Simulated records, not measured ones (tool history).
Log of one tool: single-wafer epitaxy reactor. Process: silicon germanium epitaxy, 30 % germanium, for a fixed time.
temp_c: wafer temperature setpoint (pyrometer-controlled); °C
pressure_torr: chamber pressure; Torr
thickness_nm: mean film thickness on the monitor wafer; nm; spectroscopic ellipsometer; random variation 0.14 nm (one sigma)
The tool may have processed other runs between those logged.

Run 1, hour 0: temp_c 605 °C, pressure_torr 19.3 Torr. Result: thickness_nm 65.389 nm.
Run 2, hour 6.9: temp_c 603 °C, pressure_torr 19.3 Torr. Result: thickness_nm 62.988 nm.
Run 3, hour 14.8: temp_c 611 °C, pressure_torr 19.3 Torr. Result: thickness_nm 74.228 nm.
Run 4, hour 17.1: temp_c 616 °C, pressure_torr 19.3 Torr. Result: thickness_nm 81.642 nm.
Run 5, hour 25.4: temp_c 610 °C, pressure_torr 19.3 Torr. Result: thickness_nm 72.666 nm.
Run 6, hour 28.8: temp_c 618 °C, pressure_torr 19.3 Torr. Result: thickness_nm 85.267 nm.
Run 7, hour 36.2: temp_c 612 °C, pressure_torr 19.3 Torr. Result: thickness_nm 75.607 nm.
Run 8, hour 40.2: temp_c 612 °C, pressure_torr 19.3 Torr. Result: thickness_nm 75.444 nm.
Run 9, hour 41: temp_c 608 °C, pressure_torr 19.3 Torr. Result: thickness_nm 69.779 nm.
Run 10, hour 47: temp_c 605 °C, pressure_torr 19.3 Torr. Result: thickness_nm 65.521 nm.
Run 11, hour 55.6: temp_c 605 °C, pressure_torr 19.3 Torr. Result: thickness_nm 65.57 nm.
Run 12, hour 58: temp_c 603 °C, pressure_torr 19.3 Torr. Result: thickness_nm 62.69 nm.
Run 13, hour 62.5: temp_c 602 °C, pressure_torr 19.3 Torr. Result: thickness_nm 61.716 nm.

What does the tool deliver on the next run?
Run 14, hour 69.7: temp_c 601 °C, pressure_torr 19.3 Torr. Result: thickness_nm ?.

Logged for run 14: thickness_nm 60.499 nm.
